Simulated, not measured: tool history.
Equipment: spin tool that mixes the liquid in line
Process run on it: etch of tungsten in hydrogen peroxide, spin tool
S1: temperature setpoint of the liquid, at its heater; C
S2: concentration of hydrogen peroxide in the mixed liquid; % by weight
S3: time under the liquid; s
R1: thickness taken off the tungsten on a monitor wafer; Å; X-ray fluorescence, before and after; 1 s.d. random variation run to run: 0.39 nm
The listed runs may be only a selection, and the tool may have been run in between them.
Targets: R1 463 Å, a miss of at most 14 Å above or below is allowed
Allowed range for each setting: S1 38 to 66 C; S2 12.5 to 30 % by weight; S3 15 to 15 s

run  hour    S1    S2  S3      R1
  1     0    54  24.5  15  361.66
  2   0.9  51.5  24.5  15  315.98
  3     3  51.5  28.5  15   341.6
  4   8.8  51.5    24  15  315.09
  5  11.9    53    24  15  339.56
  6  16.2    54    24  15  362.34
  7  18.8    55    24  15  388.02
  8  26.3  55.5    24  15  394.39
  9  31.1    56    24  15  400.45
 10  39.5  56.5    24  15  423.32
 11  42.7    57    24  15   438.2

Next run, 4 choices. One meets every target within its allowed miss, the rest don't. Which?
  A  45.9  58.5  25.5  15   ?
  B  45.9    60    24  15   ?
  C  45.9  58.5  26.5  15   ?
  D  45.9    57    28  15   ?

move      R1
   A  480.57
   B  508.42
   C   489.9
   D  461.41
A: pushes the last run's worst result past its target
B: pushes the last run's worst result past its target
C: pushes the last run's worst result past its target
D: every result within its allowed miss
The right move is D.
